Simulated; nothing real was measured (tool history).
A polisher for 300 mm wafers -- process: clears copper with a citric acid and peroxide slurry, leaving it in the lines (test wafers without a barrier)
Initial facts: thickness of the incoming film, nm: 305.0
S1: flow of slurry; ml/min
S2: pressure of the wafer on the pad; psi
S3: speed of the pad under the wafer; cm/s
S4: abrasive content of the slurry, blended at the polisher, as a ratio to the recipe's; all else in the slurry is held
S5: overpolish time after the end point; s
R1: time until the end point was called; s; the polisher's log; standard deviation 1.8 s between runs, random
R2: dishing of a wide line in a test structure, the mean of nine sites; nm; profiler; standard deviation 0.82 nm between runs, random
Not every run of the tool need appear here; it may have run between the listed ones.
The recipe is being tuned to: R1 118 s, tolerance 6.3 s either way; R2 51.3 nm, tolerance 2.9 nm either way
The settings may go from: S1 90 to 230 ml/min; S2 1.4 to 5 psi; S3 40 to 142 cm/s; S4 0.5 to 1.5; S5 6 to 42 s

run  hour   S1   S2  S3   S4  S5      R1      R2
  1     0  150  3.2  90    1  21  150.14  33.241
  2   4.7  150  3.2  90  0.9  21  154.18  31.818
  3  10.4  150  3.3  90  0.9  22  150.85  34.283
  4  18.6  150  3.4  90  0.9  23  144.31  36.353
  5  23.7  150  3.5  90  0.9  24  145.06  38.888
  6  26.7  150  3.6  90  0.9  24  143.79   39.67
  7  29.8  150  3.7  90  0.9  24  138.79  38.906
  8  33.2  150  3.7  90  0.9  24  137.39  40.453
  9  33.9  150  3.8  90  0.9  24  130.59  40.432
 10  35.9  150  3.8  90  0.9  25  132.59  42.501
 11    40  155    4  92  0.9  26  125.04  47.674

4 next moves are on the table. One of them brings every result within its allowed miss. Which?
  A  44.1  135  3.6  108   1.1  22   ?   ?
  B  44.1  155  3.7   94  0.85  25   ?   ?
  C  44.1  150  4.2   92   0.9  27   ?   ?
  D  44.1  145  4.5  100  0.75  19   ?   ?

move      R1      R2
   A  112.74  43.462
   B  130.29  42.875
   C  117.35  50.568
   D  106.65  40.386
A: the biggest miss grows against the last run
B: the biggest miss grows against the last run
C: meets every target
D: the biggest miss grows against the last run
So the answer is move C, the one that meets all the targets.
